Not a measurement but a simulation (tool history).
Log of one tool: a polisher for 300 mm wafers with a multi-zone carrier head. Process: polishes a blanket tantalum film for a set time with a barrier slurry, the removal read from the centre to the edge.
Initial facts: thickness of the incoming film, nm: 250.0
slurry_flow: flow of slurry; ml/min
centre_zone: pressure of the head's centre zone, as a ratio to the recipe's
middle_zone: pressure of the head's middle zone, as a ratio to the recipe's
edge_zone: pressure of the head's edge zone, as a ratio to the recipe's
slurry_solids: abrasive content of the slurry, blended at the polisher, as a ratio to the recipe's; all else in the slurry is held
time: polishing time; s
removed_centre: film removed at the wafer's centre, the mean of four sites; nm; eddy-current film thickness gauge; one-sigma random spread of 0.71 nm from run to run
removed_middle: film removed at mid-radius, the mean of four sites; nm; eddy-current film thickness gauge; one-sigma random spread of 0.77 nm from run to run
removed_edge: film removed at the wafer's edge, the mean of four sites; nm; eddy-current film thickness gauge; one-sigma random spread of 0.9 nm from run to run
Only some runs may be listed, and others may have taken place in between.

run,hour,slurry_flow,centre_zone,middle_zone,edge_zone,slurry_solids,time,removed_centre,removed_middle,removed_edge
1,0.0,175,1.00,1.00,1.00,1.00,66,78.179,78.469,79.816
2,8.1,175,1.00,1.08,1.00,1.00,66,77.388,83.770,76.409
3,13.3,175,1.03,1.08,1.00,1.00,66,79.048,83.523,77.302
4,19.6,175,1.03,1.08,1.00,0.85,66,74.777,77.186,74.277
5,22.2,175,1.03,1.08,1.08,0.85,66,75.267,78.257,76.898
6,28.7,135,1.03,1.08,1.08,0.85,66,72.242,76.607,75.940
7,34.7,140,1.02,1.09,1.06,0.80,65,68.399,72.238,71.147
8,37.1,135,1.00,1.10,1.05,0.80,65,67.837,73.697,71.220

The next listed run, before its measurement:
9,46.1,135,0.98,1.11,1.04,0.75,65,?,?,?

Run 9 yielded removed_centre 64.192 nm, removed_middle 71.282 nm, removed_edge 67.679 nm.

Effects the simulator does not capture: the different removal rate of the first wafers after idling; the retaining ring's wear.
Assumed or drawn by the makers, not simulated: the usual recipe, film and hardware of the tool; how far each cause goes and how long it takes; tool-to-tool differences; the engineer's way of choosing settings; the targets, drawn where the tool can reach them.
